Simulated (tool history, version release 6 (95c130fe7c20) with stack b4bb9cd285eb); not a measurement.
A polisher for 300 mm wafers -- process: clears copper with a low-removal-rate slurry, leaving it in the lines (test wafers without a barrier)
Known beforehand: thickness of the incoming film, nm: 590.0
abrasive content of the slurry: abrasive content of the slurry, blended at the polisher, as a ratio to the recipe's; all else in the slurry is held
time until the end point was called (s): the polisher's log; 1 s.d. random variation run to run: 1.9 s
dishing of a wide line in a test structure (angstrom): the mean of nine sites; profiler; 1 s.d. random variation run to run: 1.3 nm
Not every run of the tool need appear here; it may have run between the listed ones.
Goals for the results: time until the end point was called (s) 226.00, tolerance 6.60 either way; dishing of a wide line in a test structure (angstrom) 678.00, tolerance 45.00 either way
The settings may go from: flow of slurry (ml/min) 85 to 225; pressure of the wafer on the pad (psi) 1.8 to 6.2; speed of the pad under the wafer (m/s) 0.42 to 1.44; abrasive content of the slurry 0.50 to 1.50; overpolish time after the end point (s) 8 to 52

| run | day | flow of slurry (ml/min) | pressure of the wafer on the pad (psi) | speed of the pad under the wafer (m/s) | abrasive content of the slurry | overpolish time after the end point (s) | time until the end point was called (s) | dishing of a wide line in a test structure (angstrom) |
|---|---|---|---|---|---|---|---|---|
| 1 | 0.000 | 145 | 4.0 | 0.92 | 1.00 | 26 | 158.13 | 598.18 |
| 2 | 0.221 | 145 | 4.0 | 1.12 | 1.00 | 26 | 134.28 | 658.91 |
| 3 | 0.375 | 145 | 4.0 | 1.30 | 1.00 | 26 | 118.83 | 721.14 |
| 4 | 0.658 | 145 | 4.7 | 1.30 | 1.00 | 26 | 101.10 | 828.68 |
| 5 | 0.904 | 135 | 3.7 | 1.24 | 1.00 | 31 | 134.21 | 731.42 |
| 6 | 1.212 | 135 | 3.7 | 1.24 | 1.00 | 21 | 132.62 | 563.86 |
| 7 | 1.529 | 130 | 3.0 | 1.20 | 1.00 | 29 | 165.86 | 604.33 |
| 8 | 1.829 | 130 | 3.0 | 1.20 | 1.00 | 29 | 165.50 | 592.76 |
| 9 | 2.204 | 125 | 2.6 | 1.20 | 1.00 | 34 | 187.25 | 616.38 |
| 10 | 2.400 | 125 | 2.6 | 1.20 | 1.00 | 34 | 182.02 | 611.13 |
| 11 | 2.704 | 120 | 2.3 | 1.20 | 1.00 | 38 | 206.19 | 625.49 |
| 12 | 2.983 | 115 | 2.2 | 1.20 | 1.00 | 40 | 217.13 | 625.32 |
| 13 | 3.342 | 115 | 2.2 | 1.20 | 1.00 | 41 | 215.28 | 622.31 |
| 14 | 3.638 | 115 | 2.2 | 1.20 | 1.00 | 43 | 213.60 | 657.92 |
| 15 | 3.717 | 110 | 2.2 | 1.20 | 1.00 | 44 | 218.75 | 648.62 |
| 16 | 3.842 | 110 | 2.2 | 1.20 | 1.00 | 44 | 218.21 | 646.21 |
| 17 | 4.100 | 110 | 2.2 | 1.20 | 1.00 | 45 | 214.31 | 679.61 |
| 18 | 4.433 | 95 | 2.0 | 1.20 | 1.00 | 47 | 240.88 | 652.36 |

Next run, 4 choices. One meets every target within its allowed miss, the rest don't. Which?
| A | 4.767 | 85 | 1.8 | 1.40 | 1.20 | 49 | ? | ? |
| B | 4.767 | 105 | 2.4 | 1.14 | 1.05 | 39 | ? | ? |
| C | 4.767 | 90 | 1.9 | 1.44 | 1.15 | 48 | ? | ? |
| D | 4.767 | 125 | 1.8 | 1.32 | 0.80 | 40 | ? | ? |

| move | time until the end point was called (s) | dishing of a wide line in a test structure (angstrom) |
|---|---|---|
| A | 222.90 | 656.17 |
| B | 208.17 | 598.84 |
| C | 208.21 | 682.26 |
| D | 233.98 | 545.36 |
A: hits every target within its allowed miss
B: moves the result that the last run missed by most past its target, out the other side
C: moves the result that the last run missed by most past its target, out the other side
D: the biggest miss grows against the last run
So the answer is move A, the one that meets all the targets.

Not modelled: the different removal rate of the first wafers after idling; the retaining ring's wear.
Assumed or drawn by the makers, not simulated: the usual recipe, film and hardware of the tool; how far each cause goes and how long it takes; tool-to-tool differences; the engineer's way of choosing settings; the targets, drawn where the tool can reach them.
